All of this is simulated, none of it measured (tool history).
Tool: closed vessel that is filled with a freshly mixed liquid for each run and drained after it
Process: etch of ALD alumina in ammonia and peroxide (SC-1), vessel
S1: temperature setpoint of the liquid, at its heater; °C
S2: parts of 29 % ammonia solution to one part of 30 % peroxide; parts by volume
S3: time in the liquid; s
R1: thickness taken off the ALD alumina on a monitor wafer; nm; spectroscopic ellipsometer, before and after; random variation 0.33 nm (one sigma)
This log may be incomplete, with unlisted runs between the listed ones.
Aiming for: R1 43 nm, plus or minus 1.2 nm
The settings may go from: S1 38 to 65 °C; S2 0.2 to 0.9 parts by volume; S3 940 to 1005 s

Run 1, day 0: S1 49 °C, S2 0.5 parts by volume, S3 940 s. Result: R1 77.514 nm.
Run 2, day 0.233: S1 49 °C, S2 0.5 parts by volume, S3 940 s. Result: R1 77.42 nm.
Run 3, day 0.471: S1 55 °C, S2 0.5 parts by volume, S3 940 s. Result: R1 108.53 nm.
Run 4, day 0.562: S1 55 °C, S2 0.35 parts by volume, S3 940 s. Result: R1 103.63 nm.
Run 5, day 0.671: S1 50 °C, S2 0.35 parts by volume, S3 940 s. Result: R1 79.353 nm.
Run 6, day 0.829: S1 50 °C, S2 0.2 parts by volume, S3 940 s. Result: R1 76.3 nm.
Run 7, day 1.171: S1 50 °C, S2 0.2 parts by volume, S3 940 s. Result: R1 74.87 nm.
Run 8, day 1.233: S1 42 °C, S2 0.2 parts by volume, S3 940 s. Result: R1 47.589 nm.
Run 9, day 1.329: S1 41.5 °C, S2 0.2 parts by volume, S3 940 s. Result: R1 46.233 nm.

Consider the 5 candidate settings below. Which is the only one whose results all fall within their allowed miss of target?
Run A, day 1.425: S1 39 °C, S2 0.25 parts by volume, S3 990 s. Result: R1 ?.
Run B, day 1.425: S1 43 °C, S2 0.2 parts by volume, S3 945 s. Result: R1 ?.
Run C, day 1.425: S1 41 °C, S2 0.2 parts by volume, S3 940 s. Result: R1 ?.
Run D, day 1.425: S1 39.5 °C, S2 0.5 parts by volume, S3 945 s. Result: R1 ?.
Run E, day 1.425: S1 42 °C, S2 0.3 parts by volume, S3 995 s. Result: R1 ?.

move      R1
   A  42.966
   B  50.754
   C  44.937
   D   45.14
   E  52.423
A: all results in spec
B: further off than the last run
C: nearer than the last run, and not there yet
D: nearer than the last run, and not there yet
E: further off than the last run
A is the move that brings every result within its allowed miss.

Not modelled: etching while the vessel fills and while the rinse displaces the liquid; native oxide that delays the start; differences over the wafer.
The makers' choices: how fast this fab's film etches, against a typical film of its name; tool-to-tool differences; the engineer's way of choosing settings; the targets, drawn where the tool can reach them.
